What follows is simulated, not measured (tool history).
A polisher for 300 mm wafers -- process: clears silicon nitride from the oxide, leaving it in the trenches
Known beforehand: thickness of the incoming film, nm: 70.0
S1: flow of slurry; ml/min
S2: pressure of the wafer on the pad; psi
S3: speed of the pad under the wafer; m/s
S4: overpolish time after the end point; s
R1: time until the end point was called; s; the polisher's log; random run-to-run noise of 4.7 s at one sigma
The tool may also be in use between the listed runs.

| run | hour | S1 | S2 | S3 | S4 | R1 |
|---|---|---|---|---|---|---|
| 1 | 0.0 | 320 | 2.3 | 0.96 | 41 | 105.740 |
| 2 | 2.4 | 320 | 2.8 | 0.96 | 41 | 89.598 |
| 3 | 6.8 | 320 | 2.8 | 0.96 | 44 | 87.943 |
| 4 | 13.0 | 315 | 2.3 | 0.84 | 44 | 119.890 |
| 5 | 22.0 | 275 | 2.3 | 0.84 | 44 | 118.720 |
| 6 | 28.8 | 275 | 1.8 | 0.84 | 44 | 151.350 |
| 7 | 34.1 | 275 | 1.6 | 0.80 | 44 | 180.500 |
| 8 | 35.0 | 275 | 1.5 | 0.80 | 44 | 188.530 |
| 9 | 38.3 | 275 | 1.4 | 0.80 | 44 | 196.970 |

Estimate the outcome of run 10 from the log above:
| 10 | 45.6 | 275 | 1.3 | 0.80 | 44 | ? |

{"run 10": {"R1": 213.63}}
